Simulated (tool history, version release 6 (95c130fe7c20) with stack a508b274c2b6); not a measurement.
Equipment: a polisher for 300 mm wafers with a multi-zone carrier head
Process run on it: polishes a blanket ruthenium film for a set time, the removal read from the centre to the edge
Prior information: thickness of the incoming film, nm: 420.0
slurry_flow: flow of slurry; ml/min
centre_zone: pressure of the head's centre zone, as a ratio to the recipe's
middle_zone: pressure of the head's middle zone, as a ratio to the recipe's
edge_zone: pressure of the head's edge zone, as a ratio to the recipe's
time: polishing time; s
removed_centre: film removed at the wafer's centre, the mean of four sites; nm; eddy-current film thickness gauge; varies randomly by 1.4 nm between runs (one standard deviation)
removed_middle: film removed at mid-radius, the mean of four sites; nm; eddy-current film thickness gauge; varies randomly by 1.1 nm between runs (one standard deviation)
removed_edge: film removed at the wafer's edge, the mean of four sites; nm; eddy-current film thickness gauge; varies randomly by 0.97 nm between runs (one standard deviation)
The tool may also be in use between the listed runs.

run,hour,slurry_flow,centre_zone,middle_zone,edge_zone,time,removed_centre,removed_middle,removed_edge
1,0.0,290,1.00,1.00,1.00,88,74.977,78.138,77.405
2,2.4,290,1.00,0.93,1.00,88,76.154,75.547,78.773
3,9.3,295,1.00,0.92,1.03,93,80.874,78.382,82.944
4,10.6,270,1.00,0.92,1.03,93,76.898,75.419,83.544
5,15.8,270,1.04,0.92,1.03,93,81.685,77.089,82.652
6,18.2,275,1.03,0.91,1.05,98,86.106,80.323,86.799
7,23.3,275,1.03,0.91,1.05,98,83.391,80.066,88.553

Run 8 is up next; what results do you expect?
8,31.1,285,1.04,0.90,1.07,102,?,?,?

removed_centre: 89.831 nm
removed_middle: 82.911 nm
removed_edge: 91.902 nm
